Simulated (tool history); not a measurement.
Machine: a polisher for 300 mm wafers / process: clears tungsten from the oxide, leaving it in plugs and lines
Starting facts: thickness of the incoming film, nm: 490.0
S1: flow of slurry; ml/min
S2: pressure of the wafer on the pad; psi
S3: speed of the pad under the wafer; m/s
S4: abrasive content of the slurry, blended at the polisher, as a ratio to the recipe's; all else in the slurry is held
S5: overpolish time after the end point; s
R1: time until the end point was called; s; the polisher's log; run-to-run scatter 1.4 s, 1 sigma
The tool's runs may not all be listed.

run 1 day=0 | S1=285 S2=3.9 S3=1.12 S4=1 S5=24 | R1=108.44
run 2 day=0.275 | S1=285 S2=4.3 S3=1.14 S4=1 S5=24 | R1=101.26
run 3 day=0.567 | S1=285 S2=4.3 S3=0.9 S4=1 S5=24 | R1=131.4
run 4 day=0.671 | S1=285 S2=4.3 S3=0.9 S4=1.1 S5=24 | R1=124.54
run 5 day=0.958 | S1=285 S2=4.3 S3=0.9 S4=1.1 S5=24 | R1=125.4
run 6 day=1.021 | S1=285 S2=4.3 S3=0.9 S4=1.2 S5=24 | R1=122.38
run 7 day=1.258 | S1=285 S2=5.4 S3=1.02 S4=1.2 S5=24 | R1=92.764

Run 8 has not been measured yet. What should we expect?
run 8 day=1.292 | S1=285 S2=5.6 S3=1.06 S4=1.2 S5=24 | R1=?

Run 8 produced R1 85.564 s.

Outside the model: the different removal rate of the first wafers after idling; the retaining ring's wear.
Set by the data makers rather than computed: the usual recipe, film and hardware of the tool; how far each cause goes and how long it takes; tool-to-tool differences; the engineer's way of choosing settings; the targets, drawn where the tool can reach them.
